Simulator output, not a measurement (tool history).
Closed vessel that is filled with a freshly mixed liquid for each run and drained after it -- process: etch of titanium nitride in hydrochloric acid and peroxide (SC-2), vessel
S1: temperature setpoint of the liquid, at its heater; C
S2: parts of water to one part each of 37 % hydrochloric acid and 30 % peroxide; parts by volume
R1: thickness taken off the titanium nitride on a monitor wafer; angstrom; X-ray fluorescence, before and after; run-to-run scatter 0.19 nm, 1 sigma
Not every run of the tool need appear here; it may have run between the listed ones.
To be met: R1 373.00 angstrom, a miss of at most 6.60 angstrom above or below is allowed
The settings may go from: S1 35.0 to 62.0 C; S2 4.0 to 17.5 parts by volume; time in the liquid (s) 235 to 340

{"run": 1, "day": 0.0, "S1": 46.0, "S2": 9.5, "time in the liquid (s)": 340, "R1": 106.37}
{"run": 2, "day": 0.221, "S1": 51.0, "S2": 9.0, "time in the liquid (s)": 340, "R1": 156.62}
{"run": 3, "day": 0.279, "S1": 54.5, "S2": 8.5, "time in the liquid (s)": 340, "R1": 206.69}
{"run": 4, "day": 0.321, "S1": 54.5, "S2": 8.5, "time in the liquid (s)": 340, "R1": 208.23}
{"run": 5, "day": 0.371, "S1": 57.0, "S2": 8.5, "time in the liquid (s)": 340, "R1": 242.17}
{"run": 6, "day": 0.608, "S1": 57.0, "S2": 8.5, "time in the liquid (s)": 235, "R1": 168.16}
{"run": 7, "day": 0.717, "S1": 58.5, "S2": 7.0, "time in the liquid (s)": 245, "R1": 226.28}
{"run": 8, "day": 1.042, "S1": 59.5, "S2": 6.0, "time in the liquid (s)": 265, "R1": 290.87}
{"run": 9, "day": 1.171, "S1": 62.0, "S2": 5.5, "time in the liquid (s)": 265, "R1": 359.53}
{"run": 10, "day": 1.504, "S1": 62.0, "S2": 5.0, "time in the liquid (s)": 265, "R1": 387.96}

4 candidate next runs follow, results not yet known. Just one meets every target within its allowed miss. Identify it.
{"run": "A", "day": 1.838, "S1": 61.5, "S2": 4.5, "time in the liquid (s)": 270, "R1": "?"}
{"run": "B", "day": 1.838, "S1": 61.5, "S2": 5.5, "time in the liquid (s)": 295, "R1": "?"}
{"run": "C", "day": 1.838, "S1": 61.5, "S2": 6.0, "time in the liquid (s)": 300, "R1": "?"}
{"run": "D", "day": 1.838, "S1": 59.0, "S2": 4.0, "time in the liquid (s)": 285, "R1": "?"}

move=A R1=413.86
move=B R1=391.89
move=C R1=373.62
move=D R1=404.66
A: misses by more than the last run did
B: misses by more than the last run did
C: meets every target
D: misses by more than the last run did
The move that meets every target is C.

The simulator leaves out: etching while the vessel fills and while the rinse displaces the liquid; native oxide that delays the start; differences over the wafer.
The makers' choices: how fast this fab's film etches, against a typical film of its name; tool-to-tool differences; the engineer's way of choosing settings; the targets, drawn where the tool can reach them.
